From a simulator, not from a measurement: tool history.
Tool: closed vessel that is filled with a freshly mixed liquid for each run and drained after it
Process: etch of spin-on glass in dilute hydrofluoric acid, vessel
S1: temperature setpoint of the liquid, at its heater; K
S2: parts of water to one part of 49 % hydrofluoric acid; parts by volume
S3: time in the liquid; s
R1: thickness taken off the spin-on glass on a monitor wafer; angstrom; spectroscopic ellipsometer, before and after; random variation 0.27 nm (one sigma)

run 1 hour=0 | S1=297.15 S2=115 S3=180 | R1=369.96
run 2 hour=1.2 | S1=295.65 S2=115 S3=180 | R1=349.82
run 3 hour=9.7 | S1=294.65 S2=115 S3=180 | R1=335.14
run 4 hour=12.7 | S1=293.65 S2=115 S3=180 | R1=323.95
run 5 hour=17.3 | S1=293.15 S2=115 S3=180 | R1=316.61
run 6 hour=19.6 | S1=294.65 S2=115 S3=180 | R1=338.83
run 7 hour=22.7 | S1=293.65 S2=115 S3=180 | R1=323.09
run 8 hour=27.9 | S1=293.15 S2=115 S3=180 | R1=319.71
run 9 hour=31.3 | S1=292.65 S2=115 S3=180 | R1=306.64

Run 10 comes next. What will it give?
run 10 hour=39 | S1=292.15 S2=115 S3=180 | R1=?

Run 10 gave R1 298.85 angstrom.

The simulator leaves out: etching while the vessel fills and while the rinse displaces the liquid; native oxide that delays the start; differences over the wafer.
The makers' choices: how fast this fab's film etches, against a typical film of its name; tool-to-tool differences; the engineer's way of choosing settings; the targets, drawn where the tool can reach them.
